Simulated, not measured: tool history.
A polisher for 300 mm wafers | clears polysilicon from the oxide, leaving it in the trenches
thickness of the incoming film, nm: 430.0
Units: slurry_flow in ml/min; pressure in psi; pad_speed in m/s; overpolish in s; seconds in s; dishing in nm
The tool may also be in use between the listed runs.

Run 1, hour 0: slurry_flow 280 ml/min, pressure 1.9 psi, pad_speed 1.14 m/s, overpolish 19 s. Result: seconds 40.078 s, dishing 29.729 nm.
Run 2, hour 4.4: slurry_flow 280 ml/min, pressure 1.9 psi, pad_speed 1.14 m/s, overpolish 15 s. Result: seconds 39.289 s, dishing 29.391 nm.
Run 3, hour 5.5: slurry_flow 280 ml/min, pressure 1.9 psi, pad_speed 0.9 m/s, overpolish 15 s. Result: seconds 50.108 s, dishing 27.784 nm.
Run 4, hour 12.1: slurry_flow 280 ml/min, pressure 1.9 psi, pad_speed 1.08 m/s, overpolish 15 s. Result: seconds 41.592 s, dishing 29.127 nm.
Run 5, hour 17.7: slurry_flow 285 ml/min, pressure 2.1 psi, pad_speed 1.06 m/s, overpolish 13 s. Result: seconds 37.691 s, dishing 28.813 nm.
Run 6, hour 23.2: slurry_flow 285 ml/min, pressure 2.1 psi, pad_speed 1.06 m/s, overpolish 8 s. Result: seconds 37.433 s, dishing 28.03 nm.

Expected results for the next run?
Run 7, hour 24.9: slurry_flow 285 ml/min, pressure 2.2 psi, pad_speed 1.06 m/s, overpolish 7 s. Result: seconds ?, dishing ?.

{"run 7": {"seconds": 36.531, "dishing": 26.176}}
